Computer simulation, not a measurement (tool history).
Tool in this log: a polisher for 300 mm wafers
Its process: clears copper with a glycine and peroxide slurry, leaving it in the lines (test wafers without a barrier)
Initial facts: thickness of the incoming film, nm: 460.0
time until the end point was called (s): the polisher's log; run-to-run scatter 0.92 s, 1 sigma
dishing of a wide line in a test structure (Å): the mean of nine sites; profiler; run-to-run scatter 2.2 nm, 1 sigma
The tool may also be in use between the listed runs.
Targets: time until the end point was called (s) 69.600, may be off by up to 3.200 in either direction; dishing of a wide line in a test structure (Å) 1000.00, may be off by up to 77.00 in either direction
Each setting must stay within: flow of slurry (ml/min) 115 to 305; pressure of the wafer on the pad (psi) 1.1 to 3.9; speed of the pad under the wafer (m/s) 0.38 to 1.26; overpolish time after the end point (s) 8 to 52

| run | hour | flow of slurry (ml/min) | pressure of the wafer on the pad (psi) | speed of the pad under the wafer (m/s) | overpolish time after the end point (s) | time until the end point was called (s) | dishing of a wide line in a test structure (Å) |
|---|---|---|---|---|---|---|---|
| 1 | 0.0 | 195 | 2.5 | 0.82 | 26 | 92.560 | 844.93 |
| 2 | 8.3 | 195 | 2.2 | 0.82 | 26 | 99.531 | 771.09 |
| 3 | 10.9 | 215 | 2.2 | 0.82 | 26 | 95.890 | 742.02 |
| 4 | 12.1 | 225 | 2.4 | 0.82 | 26 | 90.473 | 812.89 |
| 5 | 18.6 | 235 | 2.6 | 0.82 | 26 | 84.877 | 853.56 |
| 6 | 27.5 | 235 | 2.6 | 0.70 | 26 | 96.467 | 783.56 |
| 7 | 33.5 | 240 | 2.8 | 0.70 | 25 | 95.375 | 802.47 |
| 8 | 39.9 | 240 | 3.5 | 0.88 | 20 | 66.375 | 876.22 |
| 9 | 45.7 | 235 | 3.5 | 0.88 | 21 | 64.747 | 920.93 |
| 10 | 50.8 | 235 | 3.4 | 0.88 | 22 | 66.941 | 906.97 |

Consider the 5 candidate settings below. Which is the only one whose results all fall within their allowed miss of target?
| A | 55.9 | 260 | 3.2 | 1.06 | 23 | ? | ? |
| B | 55.9 | 210 | 3.8 | 0.78 | 25 | ? | ? |
| C | 55.9 | 225 | 3.9 | 0.88 | 23 | ? | ? |
| D | 55.9 | 230 | 3.4 | 0.84 | 31 | ? | ? |
| E | 55.9 | 145 | 3.1 | 1.16 | 30 | ? | ? |

| move | time until the end point was called (s) | dishing of a wide line in a test structure (Å) |
|---|---|---|
| A | 59.019 | 1077.70 |
| B | 68.729 | 1050.60 |
| C | 60.440 | 1082.60 |
| D | 69.431 | 1201.90 |
| E | 60.425 | 1257.10 |
A: pushes the last run's worst result past its target
B: in spec on every target
C: pushes the last run's worst result past its target
D: pushes the last run's worst result past its target
E: pushes the last run's worst result past its target
The right move is B.
